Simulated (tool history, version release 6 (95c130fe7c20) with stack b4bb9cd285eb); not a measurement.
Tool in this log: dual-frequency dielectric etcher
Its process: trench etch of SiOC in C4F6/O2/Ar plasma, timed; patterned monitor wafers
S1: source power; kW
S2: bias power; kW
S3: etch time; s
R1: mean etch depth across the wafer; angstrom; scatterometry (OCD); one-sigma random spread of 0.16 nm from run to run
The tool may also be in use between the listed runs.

{"run": 1, "hour": 0.0, "S1": 0.43, "S2": 0.225, "S3": 13, "R1": 312.87}
{"run": 2, "hour": 4.5, "S1": 0.4, "S2": 0.208, "S3": 13, "R1": 293.18}
{"run": 3, "hour": 9.8, "S1": 0.4, "S2": 0.231, "S3": 13, "R1": 302.16}
{"run": 4, "hour": 15.0, "S1": 0.37, "S2": 0.22, "S3": 13, "R1": 293.43}
{"run": 5, "hour": 17.6, "S1": 0.37, "S2": 0.22, "S3": 13, "R1": 291.62}
{"run": 6, "hour": 20.9, "S1": 0.35, "S2": 0.207, "S3": 13, "R1": 277.23}

Run 7 comes next. What will it give?
{"run": 7, "hour": 25.3, "S1": 0.33, "S2": 0.199, "S3": 13, "R1": "?"}

{"run 7": {"R1": 266.69}}
